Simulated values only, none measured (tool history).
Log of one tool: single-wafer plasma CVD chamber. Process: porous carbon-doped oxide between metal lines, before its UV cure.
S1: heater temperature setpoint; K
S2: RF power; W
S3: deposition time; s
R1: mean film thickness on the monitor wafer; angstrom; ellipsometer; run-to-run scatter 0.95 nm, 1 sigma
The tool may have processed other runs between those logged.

run,hour,S1,S2,S3,R1
1,0.0,573.15,650,24.3,1646.0
2,6.0,573.15,650,24.3,1650.8
3,11.8,569.15,650,24.3,1688.6
4,19.0,569.15,650,23.2,1626.3
5,23.7,567.15,655,23.2,1646.3
6,29.9,563.15,655,23.2,1690.0
7,37.3,562.15,660,23.2,1716.0
8,44.1,561.15,660,23.2,1716.7

Run 9 has not been measured yet. What should we expect?
9,49.5,560.15,660,23.2,?

R1: 1723.4 angstrom
